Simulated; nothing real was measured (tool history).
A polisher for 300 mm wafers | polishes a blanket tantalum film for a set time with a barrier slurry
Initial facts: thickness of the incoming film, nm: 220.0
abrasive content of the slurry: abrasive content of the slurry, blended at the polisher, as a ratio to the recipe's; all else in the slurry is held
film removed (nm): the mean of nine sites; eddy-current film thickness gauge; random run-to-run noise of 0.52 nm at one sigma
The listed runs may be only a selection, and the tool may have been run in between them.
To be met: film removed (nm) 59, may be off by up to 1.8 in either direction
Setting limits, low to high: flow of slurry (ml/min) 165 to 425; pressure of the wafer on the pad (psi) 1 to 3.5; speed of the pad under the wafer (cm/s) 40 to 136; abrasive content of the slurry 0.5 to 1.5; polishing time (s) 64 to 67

run  hour  flow of slurry (ml/min)  pressure of the wafer on the pad (psi)  speed of the pad under the wafer (cm/s)  abrasive content of the slurry  polishing time (s)  film removed (nm)
  1     0                      275                                     2.2                                       88                               1                  64             81.733
  2   6.4                      275                                       2                                       88                               1                  64             76.857
  3  14.2                      275                                     1.8                                       88                               1                  64             70.156
  4  20.6                      275                                     1.7                                       88                               1                  64             67.396
  5  23.3                      275                                     1.7                                       88                               1                  64             67.608
  6  29.7                      275                                     1.7                                       88                               1                  64             66.998
  7  38.2                      275                                     1.6                                       88                               1                  64             65.187
  8    40                      275                                     1.5                                       88                               1                  64              61.38

4 next moves are on the table. One of them brings every result within its allowed miss. Which?
  A  41.8                      330                                     1.5                                       94                            0.95                  67                  ?
  B  41.8                      225                                     1.3                                       92                               1                  67                  ?
  C  41.8                      265                                     1.3                                       96                            1.05                  67                  ?
  D  41.8                      300                                     1.3                                      100                             1.1                  67                  ?

move  film removed (nm)
   A             69.104
   B             59.551
   C             63.853
   D             67.942
A: lands further from the targets than the last run did
B: every result lands within tolerance
C: lands further from the targets than the last run did
D: lands further from the targets than the last run did
Move B is the one to make.
